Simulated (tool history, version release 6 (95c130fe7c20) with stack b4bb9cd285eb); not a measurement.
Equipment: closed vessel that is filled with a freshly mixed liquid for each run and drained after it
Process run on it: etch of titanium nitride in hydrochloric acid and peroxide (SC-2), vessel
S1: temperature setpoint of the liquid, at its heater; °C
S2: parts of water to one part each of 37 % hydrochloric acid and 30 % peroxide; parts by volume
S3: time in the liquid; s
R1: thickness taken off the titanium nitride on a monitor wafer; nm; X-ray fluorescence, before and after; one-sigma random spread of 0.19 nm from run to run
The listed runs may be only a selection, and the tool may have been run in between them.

{"run": 1, "hour": 0.0, "S1": 46, "S2": 6.5, "S3": 575, "R1": 26.224}
{"run": 2, "hour": 0.6, "S1": 46, "S2": 6.5, "S3": 575, "R1": 26.432}
{"run": 3, "hour": 2.8, "S1": 46, "S2": 6.5, "S3": 615, "R1": 28.224}
{"run": 4, "hour": 9.5, "S1": 49.5, "S2": 6.5, "S3": 615, "R1": 35.807}
{"run": 5, "hour": 16.1, "S1": 49.5, "S2": 4.5, "S3": 615, "R1": 46.906}
{"run": 6, "hour": 19.9, "S1": 50.5, "S2": 4.5, "S3": 615, "R1": 50.279}

Predict the results of run 7:
{"hour": 28.2, "done": "new drum of peroxide connected"}
{"run": 7, "hour": 28.2, "S1": 51.5, "S2": 4.5, "S3": 615, "R1": "?"}

For run 7 the tool returned R1 56.344 nm.

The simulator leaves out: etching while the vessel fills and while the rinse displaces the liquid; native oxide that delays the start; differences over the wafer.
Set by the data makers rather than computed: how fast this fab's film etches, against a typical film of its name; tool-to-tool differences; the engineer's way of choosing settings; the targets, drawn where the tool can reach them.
